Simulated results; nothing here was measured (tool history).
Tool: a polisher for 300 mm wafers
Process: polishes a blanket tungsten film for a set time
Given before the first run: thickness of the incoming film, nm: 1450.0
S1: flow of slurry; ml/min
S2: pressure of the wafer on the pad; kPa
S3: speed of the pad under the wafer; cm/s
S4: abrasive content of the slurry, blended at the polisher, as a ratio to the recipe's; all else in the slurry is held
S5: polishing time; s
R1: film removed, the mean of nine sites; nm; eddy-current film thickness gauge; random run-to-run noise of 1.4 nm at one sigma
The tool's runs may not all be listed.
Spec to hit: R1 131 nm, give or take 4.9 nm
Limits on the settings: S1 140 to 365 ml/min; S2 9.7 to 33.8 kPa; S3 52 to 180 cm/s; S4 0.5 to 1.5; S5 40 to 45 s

run  hour   S1    S2   S3   S4  S5      R1
  1     0  235  21.4  116    1  45  185.07
  2     6  235  26.2  116    1  45   229.9
  3   7.9  235  24.8  116    1  45   220.3
  4  13.9  235  24.8  116  1.1  45  227.18
  5  19.1  235  24.8   88  1.1  45  191.16
  6    25  235  24.8   88    1  45  180.22
  7  28.1  235  24.1   88    1  45  179.47
  8    34  235  23.4   88    1  45  172.26
  9  37.4  235  22.8   88    1  45     172
 10  40.7  235  22.1   88    1  45  161.43
 11  48.2  235  21.4   88    1  45  159.17

Which of these 4 next moves meets every target?
  A  55.7  215  19.3   84   0.9  41   ?
  B  55.7  260  24.8   54   0.8  40   ?
  C  55.7  250  17.9  102  0.95  45   ?
  D  55.7  255  21.4   66  0.85  45   ?

move      R1
   A  122.79
   B  119.67
   C   145.4
   D  130.55
A: carries the result that was furthest off beyond its target, to the other side
B: carries the result that was furthest off beyond its target, to the other side
C: closes in on the targets versus the last run, not all within tolerance yet
D: every result lands within tolerance
So the answer is move D, the one that meets all the targets.

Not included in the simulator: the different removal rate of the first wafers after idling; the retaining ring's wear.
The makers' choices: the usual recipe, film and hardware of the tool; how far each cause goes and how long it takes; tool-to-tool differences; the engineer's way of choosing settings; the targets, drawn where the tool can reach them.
